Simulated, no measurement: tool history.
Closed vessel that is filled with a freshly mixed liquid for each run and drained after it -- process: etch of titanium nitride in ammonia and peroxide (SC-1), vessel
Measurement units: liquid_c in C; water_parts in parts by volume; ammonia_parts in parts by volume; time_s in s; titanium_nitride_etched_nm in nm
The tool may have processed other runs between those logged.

| run | hour | liquid_c | water_parts | ammonia_parts | time_s | titanium_nitride_etched_nm |
|---|---|---|---|---|---|---|
| 1 | 0 | 58 | 26 | 0.8 | 335 | 42.134 |
| 2 | 5.2 | 58 | 26 | 0.65 | 335 | 39.914 |
| 3 | 6.4 | 58 | 26 | 0.65 | 360 | 43.047 |
| 4 | 10.6 | 58 | 26 | 0.9 | 360 | 45.453 |
| 5 | 14.2 | 58 | 26 | 0.7 | 360 | 44.382 |
| 6 | 16.3 | 58 | 35 | 0.7 | 360 | 37.238 |
| 7 | 20.6 | 60.5 | 35 | 0.7 | 360 | 43.47 |
| 8 | 23 | 62.5 | 35 | 0.7 | 360 | 49.275 |

The next listed run, before its measurement:
| 9 | 28 | 62.5 | 35 | 0.7 | 360 | ? |

Run 9 measured titanium_nitride_etched_nm 48.737 nm.
